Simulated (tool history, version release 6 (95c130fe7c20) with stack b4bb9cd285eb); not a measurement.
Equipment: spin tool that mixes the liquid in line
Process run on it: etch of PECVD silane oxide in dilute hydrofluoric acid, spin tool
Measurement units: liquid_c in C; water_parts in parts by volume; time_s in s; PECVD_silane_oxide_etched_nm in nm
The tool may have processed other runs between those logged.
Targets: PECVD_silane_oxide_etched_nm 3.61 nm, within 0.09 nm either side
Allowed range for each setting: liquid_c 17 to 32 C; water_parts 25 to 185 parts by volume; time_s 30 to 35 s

run  hour  liquid_c  water_parts  time_s  PECVD_silane_oxide_etched_nm
  1     0        24          105      35                        7.9309
  2   7.8        24          130      35                        6.3389
  3  11.1        23          135      35                        5.7479
  4  16.8        23          135      30                        4.9889
  5  25.1      22.5          135      30                        4.9062
  6  33.4        24          135      30                        5.2146
     36.9  -- thermometer replaced
  7  36.9        23          135      30                        4.5771
  8  44.5      22.5          135      30                         4.399
  9  49.5      18.5          135      30                        3.8214
 10  53.6        18          135      30                         3.735

Which one of the following 4 next-run settings gets every result inside its allowed miss? There is exactly one.
  A  57.7      19.5          150      35                             ?
  B  57.7        17          125      30                             ?
  C  57.7        19          135      30                             ?
  D  57.7        18          140      30                             ?

move  PECVD_silane_oxide_etched_nm
   A                        4.0831
   B                        3.8901
   C                        3.8706
   D                        3.5653
A: the biggest miss grows against the last run
B: the biggest miss grows against the last run
C: the biggest miss grows against the last run
D: every result within its allowed miss
Go with D: it meets all targets.
